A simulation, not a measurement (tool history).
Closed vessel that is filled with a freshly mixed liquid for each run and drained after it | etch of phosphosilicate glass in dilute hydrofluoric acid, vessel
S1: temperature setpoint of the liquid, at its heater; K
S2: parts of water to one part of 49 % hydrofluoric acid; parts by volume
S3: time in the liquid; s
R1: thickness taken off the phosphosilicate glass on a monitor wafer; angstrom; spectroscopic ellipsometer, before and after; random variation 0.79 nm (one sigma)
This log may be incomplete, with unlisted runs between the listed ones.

run 1 hour=0.0 | S1=299.15 S2=150 S3=30 | R1=332.69
run 2 hour=1.9 | S1=299.15 S2=150 S3=30 | R1=324.50
run 3 hour=5.0 | S1=300.65 S2=135 S3=30 | R1=384.50
run 4 hour=6.1 | S1=304.15 S2=135 S3=30 | R1=447.59
run 5 hour=7.5 | S1=304.15 S2=90 S3=30 | R1=709.89
run 6 hour=9.3 | S1=304.65 S2=90 S3=30 | R1=735.86
run 7 hour=11.2 | S1=305.15 S2=90 S3=30 | R1=735.13

The next listed run, before its measurement:
run 8 hour=16.7 | S1=305.65 S2=90 S3=30 | R1=?

{"run 8": {"R1": 764.26}}
